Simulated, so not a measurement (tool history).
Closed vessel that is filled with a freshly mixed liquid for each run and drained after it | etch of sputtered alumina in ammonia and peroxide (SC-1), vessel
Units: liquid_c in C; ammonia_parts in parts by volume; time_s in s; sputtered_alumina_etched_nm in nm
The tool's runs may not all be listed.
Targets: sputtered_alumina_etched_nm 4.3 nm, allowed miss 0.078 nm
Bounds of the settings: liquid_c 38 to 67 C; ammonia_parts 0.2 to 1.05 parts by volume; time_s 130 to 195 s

run,hour,liquid_c,ammonia_parts,time_s,sputtered_alumina_etched_nm
1,0,51,0.55,195,7.7543
2,3.5,51,0.75,195,7.9836
3,11.4,57.5,0.75,195,11.374
4,15.9,53.5,0.75,195,9.1227
5,24.7,50,0.75,195,7.5545
6,27.2,50,0.9,195,7.6967
7,34.8,42,0.9,195,4.8778
8,41.8,41.5,0.9,195,4.7628
9,44.5,41,0.9,195,4.603

Which of these 4 next moves meets every target?
A,47.2,46.5,0.7,130,?
B,47.2,39.5,1.05,195,?
C,47.2,39,0.95,195,?
D,47.2,39,0.9,195,?

move,sputtered_alumina_etched_nm
A,4.1367
B,4.3051
C,4.1394
D,4.118
A: takes the result that was furthest off past its target
B: meets every target
C: takes the result that was furthest off past its target
D: takes the result that was furthest off past its target
Answer: B
